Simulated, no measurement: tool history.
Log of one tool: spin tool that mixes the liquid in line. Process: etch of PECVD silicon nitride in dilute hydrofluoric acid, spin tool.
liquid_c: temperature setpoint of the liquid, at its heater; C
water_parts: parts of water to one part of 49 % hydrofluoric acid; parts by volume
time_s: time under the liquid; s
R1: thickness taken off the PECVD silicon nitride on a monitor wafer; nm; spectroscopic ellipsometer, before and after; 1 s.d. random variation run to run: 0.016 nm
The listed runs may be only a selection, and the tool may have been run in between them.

Run 1, day 0.000: liquid_c 26.0 C, water_parts 95 parts by volume, time_s 90 s. Result: R1 2.4954 nm.
Run 2, day 0.183: liquid_c 25.0 C, water_parts 95 parts by volume, time_s 90 s. Result: R1 2.3223 nm.
Run 3, day 0.442: liquid_c 24.5 C, water_parts 95 parts by volume, time_s 90 s. Result: R1 2.2680 nm.
Run 4, day 0.512: liquid_c 24.5 C, water_parts 115 parts by volume, time_s 90 s. Result: R1 1.8524 nm.
Run 5, day 0.779: liquid_c 24.5 C, water_parts 115 parts by volume, time_s 70 s. Result: R1 1.4616 nm.
Run 6, day 0.917: liquid_c 25.5 C, water_parts 115 parts by volume, time_s 70 s. Result: R1 1.5419 nm.

What will run 7 give?
Run 7, day 1.067: liquid_c 27.0 C, water_parts 115 parts by volume, time_s 70 s. Result: R1 ?.

{"run 7": {"R1": 1.6983}}

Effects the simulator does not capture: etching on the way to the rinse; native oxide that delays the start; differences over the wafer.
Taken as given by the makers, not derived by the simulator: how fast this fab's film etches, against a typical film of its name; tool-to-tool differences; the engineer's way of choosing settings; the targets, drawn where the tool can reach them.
